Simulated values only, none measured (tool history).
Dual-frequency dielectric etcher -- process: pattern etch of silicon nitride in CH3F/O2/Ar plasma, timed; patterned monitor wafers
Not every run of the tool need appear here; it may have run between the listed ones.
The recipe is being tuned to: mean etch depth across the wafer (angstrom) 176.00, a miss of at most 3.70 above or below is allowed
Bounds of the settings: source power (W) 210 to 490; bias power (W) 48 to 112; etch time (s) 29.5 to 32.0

run  hour  source power (W)  bias power (W)  etch time (s)  mean etch depth across the wafer (angstrom)
  1   0.0               350              80           32.0                                       200.99
  2   5.7               350              80           29.5                                       184.59
  3  13.7               340              80           29.5                                       182.70
  4  20.8               340              80           32.0                                       199.13
  5  28.1               330              79           32.0                                       195.82
  6  34.3               320              78           32.0                                       191.63
  7  42.1               310              78           32.0                                       189.97
  8  47.8               300              78           32.0                                       185.97
  9  52.9               290              78           32.0                                       185.21
 10  57.0               280              78           32.0                                       183.54

Consider the 5 candidate settings below. Which is the only one whose results all fall within their allowed miss of target?
  A  61.1               330              76           30.5                                            ?
  B  61.1               280              77           31.0                                            ?
  C  61.1               250              82           30.5                                            ?
  D  61.1               260              78           30.5                                            ?
  E  61.1               250              80           30.0                                            ?

move  mean etch depth across the wafer (angstrom)
   A                                       183.86
   B                                       176.21
   C                                       170.06
   D                                       169.31
   E                                       165.65
A: just as far off the targets as the last run
B: every result lands within tolerance
C: takes the result that was furthest off past its target
D: takes the result that was furthest off past its target
E: takes the result that was furthest off past its target
Go with B: it meets all targets.
